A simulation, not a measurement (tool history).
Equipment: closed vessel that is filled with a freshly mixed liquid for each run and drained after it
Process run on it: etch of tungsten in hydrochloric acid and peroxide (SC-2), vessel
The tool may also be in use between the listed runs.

run    day  temperature setpoint of the liquid (C)  parts of water to one part each of 37 % hydrochloric acid and 30 % peroxide (parts by volume)  time in the liquid (s)  thickness taken off the tungsten on a monitor wafer (nm)
  1  0.000                                    53.0                                                                                             10                     335                                                    83.065
  2  0.129                                    53.0                                                                                             10                     360                                                    89.366
  3  0.317                                    55.5                                                                                             10                     360                                                   107.470
  4  0.533                                    57.0                                                                                             10                     360                                                   116.160
  5  0.829                                    58.0                                                                                             10                     360                                                   125.110
  6  0.896                                    58.0                                                                                             12                     360                                                   106.340

Run 7 is up next; what results do you expect?
  7  0.942                                    58.0                                                                                             12                     360                                                         ?

thickness taken off the tungsten on a monitor wafer (nm): 107.740
